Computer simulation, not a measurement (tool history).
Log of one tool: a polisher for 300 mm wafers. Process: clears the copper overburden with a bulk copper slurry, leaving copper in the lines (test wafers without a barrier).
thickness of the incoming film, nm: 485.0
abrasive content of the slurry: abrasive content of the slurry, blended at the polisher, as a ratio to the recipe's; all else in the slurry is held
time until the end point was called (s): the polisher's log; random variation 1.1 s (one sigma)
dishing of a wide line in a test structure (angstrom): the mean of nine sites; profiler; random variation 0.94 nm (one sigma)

| run | hour | flow of slurry (ml/min) | pressure of the wafer on the pad (psi) | speed of the pad under the wafer (cm/s) | abrasive content of the slurry | overpolish time after the end point (s) | time until the end point was called (s) | dishing of a wide line in a test structure (angstrom) |
|---|---|---|---|---|---|---|---|---|
| 1 | 0.0 | 200 | 1.7 | 104 | 1.0 | 21 | 102.870 | 354.06 |
| 2 | 0.7 | 220 | 1.7 | 104 | 1.0 | 21 | 97.630 | 353.64 |
| 3 | 5.2 | 200 | 1.7 | 104 | 1.0 | 21 | 103.050 | 353.99 |
| 4 | 13.4 | 200 | 1.7 | 104 | 1.0 | 17 | 102.400 | 337.90 |
| 5 | 17.1 | 200 | 1.7 | 104 | 1.0 | 13 | 99.284 | 295.34 |
| 6 | 19.3 | 200 | 1.7 | 104 | 1.0 | 6 | 101.980 | 188.94 |
| 7 | 25.7 | 200 | 1.8 | 104 | 1.0 | 8 | 97.249 | 231.34 |

Forecast run 8:
| 8 | 33.2 | 200 | 1.9 | 104 | 1.0 | 9 | ? | ? |

Run 8 gave time until the end point was called (s) 90.917, dishing of a wide line in a test structure (angstrom) 256.65.
